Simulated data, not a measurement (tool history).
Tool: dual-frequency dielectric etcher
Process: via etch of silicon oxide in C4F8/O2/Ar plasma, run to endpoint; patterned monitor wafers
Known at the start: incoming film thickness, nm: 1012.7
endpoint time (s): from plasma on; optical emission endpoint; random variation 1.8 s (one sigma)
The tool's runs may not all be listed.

Run 1, day 0: source power (kW) 1.87, bias power (kW) 1.904. Result: endpoint time (s) 184.87.
Run 2, day 0.204: source power (kW) 1.87, bias power (kW) 1.723. Result: endpoint time (s) 194.43.
Run 3, day 0.508: source power (kW) 1.87, bias power (kW) 1.976. Result: endpoint time (s) 187.03.
Run 4, day 0.867: source power (kW) 2, bias power (kW) 1.976. Result: endpoint time (s) 180.29.
Run 5, day 1.092: source power (kW) 1.72, bias power (kW) 1.976. Result: endpoint time (s) 195.09.
Run 6, day 1.442: source power (kW) 1.61, bias power (kW) 1.945. Result: endpoint time (s) 198.98.

The next listed run, before its measurement:
Run 7, day 1.596: source power (kW) 1.51, bias power (kW) 1.895. Result: endpoint time (s) ?.

Run 7 gave endpoint time (s) 205.74.
